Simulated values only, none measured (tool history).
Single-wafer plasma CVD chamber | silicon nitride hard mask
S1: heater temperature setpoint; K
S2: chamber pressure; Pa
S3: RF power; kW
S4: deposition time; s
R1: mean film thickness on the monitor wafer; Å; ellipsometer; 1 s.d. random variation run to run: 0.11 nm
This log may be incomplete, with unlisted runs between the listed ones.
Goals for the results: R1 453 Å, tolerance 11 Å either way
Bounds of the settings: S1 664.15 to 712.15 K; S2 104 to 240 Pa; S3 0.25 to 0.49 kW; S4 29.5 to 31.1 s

run  hour      S1   S2     S3    S4      R1
  1     0  688.15  172   0.37  31.1  394.64
  2   2.9  688.15  172   0.37  31.1  394.27
  3     7  688.15  184   0.38  31.1  413.09
  4   8.8  688.15  156   0.38  31.1  393.53
  5  11.1  688.15  176   0.38  31.1  407.32
  6  14.6  688.15  185  0.385  31.1  417.18
  7  22.5  688.15  193   0.39  31.1  426.73
  8  25.6  688.15  199  0.395  31.1  435.07
  9  34.2  688.15  203  0.395  31.1  436.81
 10  35.2  688.15  207  0.395  31.1  438.06
 11  36.3  688.15  209  0.395  31.1  440.62
 12  44.8  688.15  209  0.395  31.1   442.2

Exercise: of the 4 proposed moves below, exactly one satisfies all targets within the stated allowed misses. Which move is it?
  A  53.3  691.15  220  0.395  29.5   ?
  B  53.3  678.15  232   0.39  31.1   ?
  C  53.3  685.15  179  0.425  29.5   ?
  D  53.3  690.15  221   0.39  30.6   ?

move      R1
   A  424.33
   B  451.66
   C  425.52
   D  436.51
A: misses by more than the last run did
B: all results in spec
C: misses by more than the last run did
D: misses by more than the last run did
B is the move that brings every result within its allowed miss.
